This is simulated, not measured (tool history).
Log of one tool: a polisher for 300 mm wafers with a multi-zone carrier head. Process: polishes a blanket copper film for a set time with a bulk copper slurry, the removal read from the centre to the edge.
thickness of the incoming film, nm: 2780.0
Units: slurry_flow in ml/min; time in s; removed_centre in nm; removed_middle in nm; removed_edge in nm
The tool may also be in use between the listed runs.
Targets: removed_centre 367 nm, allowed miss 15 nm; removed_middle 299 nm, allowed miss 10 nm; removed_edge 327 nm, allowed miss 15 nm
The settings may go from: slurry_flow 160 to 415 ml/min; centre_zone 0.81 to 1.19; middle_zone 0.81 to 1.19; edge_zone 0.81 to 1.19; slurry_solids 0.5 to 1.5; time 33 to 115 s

run	hour	slurry_flow	centre_zone	middle_zone	edge_zone	slurry_solids	time	removed_centre	removed_middle	removed_edge
1	0	265	1	1	1	1	73	400.27	389.46	392.94
2	6.9	265	1	1	0.95	1	73	401.14	393.11	383.48
3	9.4	260	1.01	0.97	0.94	0.9	72	385.42	366.67	367.95
4	12.9	200	1.01	0.97	0.94	0.9	72	369.86	342.35	353.43
5	14.2	170	1.01	0.97	0.94	0.9	72	351.63	334.4	345.39
6	19.6	170	1.01	0.97	0.94	0.9	58	281.71	276.04	276.49
7	22.2	195	1.03	0.96	0.96	0.9	58	301.8	280.08	285.94
# hour 30.6: slurry nozzle cleaned
8	30.6	210	1.04	0.95	0.98	0.9	58	312.74	292.22	299.23

5 next moves are on the table. One of them brings every result within its allowed miss. Which?
A	39	270	1.09	0.88	0.96	0.95	60	?	?	?
B	39	230	1	1.04	0.98	0.9	54	?	?	?
C	39	295	1	1.12	0.94	0.75	51	?	?	?
D	39	230	1.03	0.91	1.09	0.5	65	?	?	?
E	39	245	0.88	1.02	0.95	1.1	54	?	?	?

move	removed_centre	removed_middle	removed_edge
A	368.32	299.17	321.54
B	294.82	290.43	284.81
C	279.51	287.92	261.67
D	334.41	294.14	331.04
E	270.7	299.54	292.33
A: meets every target
B: further off than the last run
C: further off than the last run
D: nearer than the last run, and not there yet
E: further off than the last run
Move A is the one to make.
